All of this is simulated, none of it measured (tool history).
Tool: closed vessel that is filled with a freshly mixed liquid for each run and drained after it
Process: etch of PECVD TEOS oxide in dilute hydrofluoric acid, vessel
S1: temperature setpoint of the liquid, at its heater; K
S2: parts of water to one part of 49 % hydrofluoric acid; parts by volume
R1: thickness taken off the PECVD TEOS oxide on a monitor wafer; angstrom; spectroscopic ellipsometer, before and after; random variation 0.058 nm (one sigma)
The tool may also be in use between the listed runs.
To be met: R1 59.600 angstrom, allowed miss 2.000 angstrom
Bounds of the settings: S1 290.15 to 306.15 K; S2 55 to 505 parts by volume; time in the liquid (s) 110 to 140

Run 1, day 0.000: S1 298.15 K, S2 280 parts by volume, time in the liquid (s) 140. Result: R1 105.620 angstrom.
Run 2, day 0.129: S1 297.15 K, S2 280 parts by volume, time in the liquid (s) 140. Result: R1 101.370 angstrom.
Run 3, day 0.371: S1 297.15 K, S2 205 parts by volume, time in the liquid (s) 140. Result: R1 148.260 angstrom.
Run 4, day 0.438: S1 293.65 K, S2 205 parts by volume, time in the liquid (s) 140. Result: R1 131.130 angstrom.
Run 5, day 0.517: S1 293.15 K, S2 230 parts by volume, time in the liquid (s) 140. Result: R1 114.980 angstrom.
Run 6, day 0.742: S1 293.15 K, S2 230 parts by volume, time in the liquid (s) 110. Result: R1 88.341 angstrom.
Run 7, day 0.888: S1 292.65 K, S2 240 parts by volume, time in the liquid (s) 110. Result: R1 82.732 angstrom.
Run 8, day 1.233: S1 292.15 K, S2 245 parts by volume, time in the liquid (s) 110. Result: R1 77.802 angstrom.
Run 9, day 1.500: S1 291.65 K, S2 250 parts by volume, time in the liquid (s) 110. Result: R1 74.679 angstrom.
Run 10, day 1.829: S1 291.15 K, S2 255 parts by volume, time in the liquid (s) 110. Result: R1 72.489 angstrom.

Which of these 4 next moves meets every target?
Run A, day 2.158: S1 290.15 K, S2 270 parts by volume, time in the liquid (s) 110. Result: R1 ?.
Run B, day 2.158: S1 290.15 K, S2 265 parts by volume, time in the liquid (s) 110. Result: R1 ?.
Run C, day 2.158: S1 291.65 K, S2 275 parts by volume, time in the liquid (s) 110. Result: R1 ?.
Run D, day 2.158: S1 290.15 K, S2 290 parts by volume, time in the liquid (s) 110. Result: R1 ?.

move      R1
   A  64.345
   B  65.841
   C  66.597
   D  58.898
A: nearer than the last run, and not there yet
B: nearer than the last run, and not there yet
C: nearer than the last run, and not there yet
D: meets every target
The right move is D.
